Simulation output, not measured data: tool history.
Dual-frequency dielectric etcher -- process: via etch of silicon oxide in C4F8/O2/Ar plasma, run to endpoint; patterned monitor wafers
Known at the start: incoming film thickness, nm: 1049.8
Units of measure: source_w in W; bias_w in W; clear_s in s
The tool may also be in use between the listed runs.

{"run": 1, "hour": 0.0, "source_w": 2020, "bias_w": 2009, "clear_s": 230.91}
{"run": 2, "hour": 1.0, "source_w": 1790, "bias_w": 2009, "clear_s": 239.9}
{"run": 3, "hour": 7.1, "source_w": 1790, "bias_w": 2140, "clear_s": 238.02}
{"run": 4, "hour": 14.3, "source_w": 1660, "bias_w": 2140, "clear_s": 243.91}
{"run": 5, "hour": 18.1, "source_w": 1970, "bias_w": 2140, "clear_s": 226.77}
{"run": 6, "hour": 27.0, "source_w": 1970, "bias_w": 2311, "clear_s": 222.74}

Estimate the outcome of run 7 from the log above:
{"hour": 32.2, "done": "source power generator calibrated"}
{"run": 7, "hour": 32.2, "source_w": 1770, "bias_w": 2241, "clear_s": "?"}

{"run 7": {"clear_s": 237.41}}

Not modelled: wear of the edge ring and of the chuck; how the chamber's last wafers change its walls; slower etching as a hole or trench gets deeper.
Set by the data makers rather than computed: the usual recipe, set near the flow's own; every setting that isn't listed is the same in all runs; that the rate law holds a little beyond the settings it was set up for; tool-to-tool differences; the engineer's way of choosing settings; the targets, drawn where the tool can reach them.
